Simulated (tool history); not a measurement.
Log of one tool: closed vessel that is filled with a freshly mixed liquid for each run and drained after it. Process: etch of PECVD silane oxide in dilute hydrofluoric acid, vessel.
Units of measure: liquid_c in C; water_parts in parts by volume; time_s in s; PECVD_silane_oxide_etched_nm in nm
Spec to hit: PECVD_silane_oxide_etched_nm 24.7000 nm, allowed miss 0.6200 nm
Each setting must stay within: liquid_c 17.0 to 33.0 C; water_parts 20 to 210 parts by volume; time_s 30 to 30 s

run	hour	liquid_c	water_parts	time_s	PECVD_silane_oxide_etched_nm
1	0.0	25.0	115	30	9.0135
2	3.3	25.0	115	30	9.0575
3	8.4	27.0	100	30	11.5080
4	9.9	27.0	100	30	11.5090
# hour 18.5: thermometer replaced
5	18.5	25.5	100	30	11.3070
6	19.5	27.0	90	30	13.3960
7	27.2	28.5	80	30	16.2250
8	34.1	28.5	80	30	16.2470
9	41.0	29.5	75	30	18.1380
10	43.8	30.5	70	30	20.1890
11	48.7	31.0	70	30	20.8010
12	51.8	31.5	70	30	20.9850
13	52.4	32.0	70	30	21.4550
14	57.4	32.5	65	30	23.8680

Exactly one of the 4 candidate moves below puts every result within its allowed miss. Which one?
A	62.4	31.0	60	30	?
B	62.4	32.0	65	30	?
C	62.4	32.5	70	30	?
D	62.4	31.5	65	30	?

move	PECVD_silane_oxide_etched_nm
A	24.6830
B	23.4890
C	22.0540
D	23.0460
A: hits every target within its allowed miss
B: its largest miss is bigger than the last run's
C: its largest miss is bigger than the last run's
D: its largest miss is bigger than the last run's
Answer: A
